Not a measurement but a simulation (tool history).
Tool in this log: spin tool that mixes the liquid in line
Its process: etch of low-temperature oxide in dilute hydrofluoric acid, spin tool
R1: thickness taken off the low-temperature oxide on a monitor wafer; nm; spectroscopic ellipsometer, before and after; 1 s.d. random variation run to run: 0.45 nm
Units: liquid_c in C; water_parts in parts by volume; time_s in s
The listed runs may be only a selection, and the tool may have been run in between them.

run 1 hour=0 | liquid_c=20 water_parts=65 time_s=95 | R1=31.014
run 2 hour=3.5 | liquid_c=21 water_parts=60 time_s=95 | R1=35.587
run 3 hour=11.8 | liquid_c=22 water_parts=55 time_s=95 | R1=40.432
run 4 hour=20.2 | liquid_c=22 water_parts=40 time_s=95 | R1=56.714
run 5 hour=28.6 | liquid_c=22 water_parts=50 time_s=95 | R1=44.881
run 6 hour=34.5 | liquid_c=22.5 water_parts=50 time_s=95 | R1=45.818
run 7 hour=37.7 | liquid_c=23 water_parts=50 time_s=95 | R1=46.647
run 8 hour=44.2 | liquid_c=23 water_parts=50 time_s=95 | R1=46.275
-- hour=49 thermometer replaced
run 9 hour=49 | liquid_c=23.5 water_parts=45 time_s=95 | R1=50.465
run 10 hour=51.6 | liquid_c=27.5 water_parts=25 time_s=95 | R1=111.63
run 11 hour=57.8 | liquid_c=27.5 water_parts=25 time_s=95 | R1=109.53
run 12 hour=59 | liquid_c=27 water_parts=25 time_s=95 | R1=109.17
run 13 hour=66.8 | liquid_c=26.5 water_parts=25 time_s=95 | R1=106.02
run 14 hour=74 | liquid_c=26.5 water_parts=25 time_s=95 | R1=105.29

What does the tool deliver on the next run?
run 15 hour=77.1 | liquid_c=26 water_parts=25 time_s=95 | R1=?

{"run 15": {"R1": 103.15}}
